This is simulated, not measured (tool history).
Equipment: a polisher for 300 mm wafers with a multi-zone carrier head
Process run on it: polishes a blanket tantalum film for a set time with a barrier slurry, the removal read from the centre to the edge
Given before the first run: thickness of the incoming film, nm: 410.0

run,day,flow of slurry (ml/min),pressure of the head's centre zone,pressure of the head's middle zone,pressure of the head's edge zone,abrasive content of the slurry,polishing time (s),film removed at the wafer's centre (nm),film removed at mid-radius (nm),film removed at the wafer's edge (nm)
1,0,210,1,1,1,1,65,68.781,69.279,67.709
2,0.05,210,1,1.01,0.94,0.85,56,56.966,57.216,54.957
3,0.35,210,1.05,1.01,0.94,0.85,56,60.247,58.314,54.189
4,0.617,205,1.04,1.02,0.9,0.75,51,51.566,50.625,47.148
5,0.804,200,1.05,1.04,0.87,0.65,49,48.659,47.793,42.958
6,0.95,200,1.05,1.12,0.87,0.65,49,48.81,49.973,42.781
7,1.104,190,1.04,1.1,0.85,0.6,47,44.287,46.852,39.35
8,1.15,175,1.04,1.06,0.84,0.6,47,43.576,44.63,38.825
9,1.229,160,1.04,1.05,0.83,0.6,47,42.898,43.469,38.271
10,1.254,150,1.04,1.05,0.82,0.6,47,42.93,43.773,37.515
11,1.533,150,1.04,1.05,0.82,0.6,47,42.088,43.566,38.157
12,1.671,150,1.05,1.05,0.82,0.55,47,41.613,42.275,37.149

The next listed run, before its measurement:
13,1.896,150,1.05,1.05,0.82,0.55,47,?,?,?

film removed at the wafer's centre (nm): 42.277
film removed at mid-radius (nm): 42.745
film removed at the wafer's edge (nm): 36.458
